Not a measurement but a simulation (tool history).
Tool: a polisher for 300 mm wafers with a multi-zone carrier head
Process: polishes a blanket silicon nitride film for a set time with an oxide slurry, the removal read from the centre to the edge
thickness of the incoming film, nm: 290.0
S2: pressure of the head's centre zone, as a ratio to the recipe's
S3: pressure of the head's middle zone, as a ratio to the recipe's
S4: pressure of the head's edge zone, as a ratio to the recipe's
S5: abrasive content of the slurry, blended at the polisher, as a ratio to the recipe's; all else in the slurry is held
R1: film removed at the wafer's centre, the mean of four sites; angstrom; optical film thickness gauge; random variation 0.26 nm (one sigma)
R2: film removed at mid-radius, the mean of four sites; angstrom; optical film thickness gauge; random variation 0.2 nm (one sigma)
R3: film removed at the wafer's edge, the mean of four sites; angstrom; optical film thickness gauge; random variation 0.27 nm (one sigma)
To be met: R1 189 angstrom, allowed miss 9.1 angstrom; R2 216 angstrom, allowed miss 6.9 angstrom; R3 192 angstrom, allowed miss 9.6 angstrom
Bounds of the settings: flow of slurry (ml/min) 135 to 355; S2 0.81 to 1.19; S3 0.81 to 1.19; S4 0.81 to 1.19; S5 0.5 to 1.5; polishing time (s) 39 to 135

Run 1, hour 0: flow of slurry (ml/min) 225, S2 1, S3 1, S4 1, S5 1, polishing time (s) 87. Result: R1 359.48 angstrom, R2 358.22 angstrom, R3 355.47 angstrom.
Run 2, hour 3.1: flow of slurry (ml/min) 225, S2 1, S3 1, S4 0.93, S5 1, polishing time (s) 87. Result: R1 358.56 angstrom, R2 362.97 angstrom, R3 344.37 angstrom.
Run 3, hour 3.8: flow of slurry (ml/min) 225, S2 1, S3 1, S4 0.93, S5 1, polishing time (s) 73. Result: R1 303.53 angstrom, R2 302.38 angstrom, R3 292.23 angstrom.
Run 4, hour 7.6: flow of slurry (ml/min) 225, S2 1, S3 1, S4 0.93, S5 1.15, polishing time (s) 73. Result: R1 319.48 angstrom, R2 319.79 angstrom, R3 309.96 angstrom.
Run 5, hour 9.1: flow of slurry (ml/min) 220, S2 0.97, S3 1.01, S4 0.9, S5 0.95, polishing time (s) 68. Result: R1 263.15 angstrom, R2 279.35 angstrom, R3 268.63 angstrom.
Run 6, hour 12.8: flow of slurry (ml/min) 220, S2 0.97, S3 1.01, S4 0.9, S5 0.95, polishing time (s) 87. Result: R1 340.56 angstrom, R2 356.17 angstrom, R3 336.2 angstrom.
Run 7, hour 20.1: flow of slurry (ml/min) 225, S2 0.97, S3 1.03, S4 0.88, S5 0.8, polishing time (s) 77. Result: R1 288.54 angstrom, R2 299.27 angstrom, R3 275.96 angstrom.
Run 8, hour 27.7: flow of slurry (ml/min) 225, S2 0.95, S3 1.05, S4 0.87, S5 0.7, polishing time (s) 71. Result: R1 239.09 angstrom, R2 269.9 angstrom, R3 243.65 angstrom.
Run 9, hour 29.4: flow of slurry (ml/min) 225, S2 0.98, S3 1.04, S4 0.81, S5 0.5, polishing time (s) 59. Result: R1 181.58 angstrom, R2 191.47 angstrom, R3 171.3 angstrom.
Run 10, hour 31.7: flow of slurry (ml/min) 265, S2 0.95, S3 1.1, S4 0.91, S5 0.55, polishing time (s) 58. Result: R1 179.21 angstrom, R2 206 angstrom, R3 183.95 angstrom.
Run 11, hour 34.8: flow of slurry (ml/min) 265, S2 0.95, S3 1.1, S4 0.91, S5 0.55, polishing time (s) 58. Result: R1 184.41 angstrom, R2 208.9 angstrom, R3 180.26 angstrom.
Run 12, hour 39.2: flow of slurry (ml/min) 265, S2 0.95, S3 1.1, S4 0.91, S5 0.55, polishing time (s) 58. Result: R1 175.5 angstrom, R2 211.39 angstrom, R3 184.48 angstrom.
Run 13, hour 44.5: flow of slurry (ml/min) 265, S2 0.96, S3 1.1, S4 0.91, S5 0.55, polishing time (s) 58. Result: R1 188.46 angstrom, R2 212.9 angstrom, R3 185.51 angstrom.

Which of these 4 next moves meets every target?
Run A, hour 49.8: flow of slurry (ml/min) 255, S2 1, S3 1.09, S4 0.92, S5 0.6, polishing time (s) 60. Result: R1 ?, R2 ?, R3 ?.
Run B, hour 49.8: flow of slurry (ml/min) 240, S2 0.94, S3 1.15, S4 0.81, S5 0.5, polishing time (s) 61. Result: R1 ?, R2 ?, R3 ?.
Run C, hour 49.8: flow of slurry (ml/min) 315, S2 1, S3 1.19, S4 0.81, S5 0.5, polishing time (s) 55. Result: R1 ?, R2 ?, R3 ?.
Run D, hour 49.8: flow of slurry (ml/min) 215, S2 0.96, S3 1.11, S4 0.95, S5 0.55, polishing time (s) 61. Result: R1 ?, R2 ?, R3 ?.

move      R1      R2      R3
   A  206.17  220.79  200.59
   B  181.62   216.9  179.89
   C  178.82  206.03  164.94
   D  190.78  216.61  196.75
A: brings the result that was furthest off to its target, and leaves another outside
B: further off than the last run
C: further off than the last run
D: meets every target
The right move is D.

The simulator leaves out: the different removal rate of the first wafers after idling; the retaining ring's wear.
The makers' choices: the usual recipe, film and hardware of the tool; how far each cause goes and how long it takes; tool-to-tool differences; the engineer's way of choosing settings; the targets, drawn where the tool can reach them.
